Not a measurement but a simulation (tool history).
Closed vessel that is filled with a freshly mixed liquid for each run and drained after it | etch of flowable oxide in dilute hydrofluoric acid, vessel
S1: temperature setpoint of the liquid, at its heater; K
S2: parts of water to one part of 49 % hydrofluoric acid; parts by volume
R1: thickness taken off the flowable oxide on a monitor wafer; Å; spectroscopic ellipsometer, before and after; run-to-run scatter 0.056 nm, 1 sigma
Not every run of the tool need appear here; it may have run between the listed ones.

{"run": 1, "hour": 0.0, "S1": 296.15, "S2": 105, "time in the liquid (s)": 35, "R1": 123.74}
{"run": 2, "hour": 2.3, "S1": 299.65, "S2": 105, "time in the liquid (s)": 35, "R1": 140.88}
{"run": 3, "hour": 9.3, "S1": 299.65, "S2": 120, "time in the liquid (s)": 35, "R1": 119.61}
{"run": 4, "hour": 13.3, "S1": 299.65, "S2": 100, "time in the liquid (s)": 35, "R1": 149.4}
{"run": 5, "hour": 18.9, "S1": 299.65, "S2": 100, "time in the liquid (s)": 30, "R1": 127.4}
{"run": 6, "hour": 20.3, "S1": 297.65, "S2": 115, "time in the liquid (s)": 30, "R1": 100.62}
{"run": 7, "hour": 23.3, "S1": 296.15, "S2": 115, "time in the liquid (s)": 30, "R1": 95.059}
{"run": 8, "hour": 29.8, "S1": 295.15, "S2": 115, "time in the liquid (s)": 30, "R1": 91.063}

Run 9, settings as shown, results not yet in. Your forecast:
{"run": 9, "hour": 38.2, "S1": 294.15, "S2": 115, "time in the liquid (s)": 30, "R1": "?"}

{"run 9": {"R1": 87.258}}
